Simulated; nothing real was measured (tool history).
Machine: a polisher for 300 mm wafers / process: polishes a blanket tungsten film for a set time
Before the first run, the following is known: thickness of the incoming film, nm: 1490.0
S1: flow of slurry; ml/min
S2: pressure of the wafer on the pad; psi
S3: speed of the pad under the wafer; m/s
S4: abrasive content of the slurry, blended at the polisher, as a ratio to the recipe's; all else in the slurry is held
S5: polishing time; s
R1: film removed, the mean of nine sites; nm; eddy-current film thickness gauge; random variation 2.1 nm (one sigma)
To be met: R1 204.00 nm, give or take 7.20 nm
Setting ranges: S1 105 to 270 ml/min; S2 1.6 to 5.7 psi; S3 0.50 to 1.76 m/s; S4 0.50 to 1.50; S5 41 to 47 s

| run | hour | S1 | S2 | S3 | S4 | S5 | R1 |
|---|---|---|---|---|---|---|---|
| 1 | 0.0 | 175 | 3.6 | 1.12 | 1.00 | 47 | 272.29 |
| 2 | 3.2 | 175 | 3.4 | 1.12 | 1.00 | 47 | 253.92 |
| 3 | 9.8 | 175 | 3.3 | 1.12 | 1.00 | 47 | 249.80 |
| 4 | 15.1 | 175 | 3.2 | 1.12 | 1.00 | 47 | 239.73 |
| 5 | 20.0 | 175 | 3.2 | 1.12 | 1.15 | 47 | 249.93 |
| 6 | 27.8 | 175 | 3.2 | 1.12 | 1.00 | 47 | 238.89 |
| 7 | 35.7 | 175 | 3.1 | 1.12 | 1.00 | 47 | 235.68 |
| 8 | 36.3 | 175 | 3.0 | 1.12 | 1.00 | 47 | 224.27 |
| 9 | 44.1 | 175 | 2.9 | 1.12 | 1.00 | 47 | 220.16 |

Which of these 5 next moves meets every target?
| A | 51.9 | 175 | 3.5 | 1.00 | 1.05 | 44 | ? |
| B | 51.9 | 180 | 3.2 | 1.10 | 1.10 | 42 | ? |
| C | 51.9 | 190 | 3.1 | 1.10 | 1.05 | 45 | ? |
| D | 51.9 | 270 | 3.0 | 1.04 | 1.25 | 41 | ? |
| E | 51.9 | 170 | 3.5 | 0.92 | 0.95 | 47 | ? |

| move | R1 |
|---|---|
| A | 226.04 |
| B | 220.59 |
| C | 228.35 |
| D | 208.88 |
| E | 216.01 |
A: lands further from the targets than the last run did
B: just as far off the targets as the last run
C: lands further from the targets than the last run did
D: in spec on every target
E: closer than the last run, but not yet in spec
Correct choice: D, which meets every target

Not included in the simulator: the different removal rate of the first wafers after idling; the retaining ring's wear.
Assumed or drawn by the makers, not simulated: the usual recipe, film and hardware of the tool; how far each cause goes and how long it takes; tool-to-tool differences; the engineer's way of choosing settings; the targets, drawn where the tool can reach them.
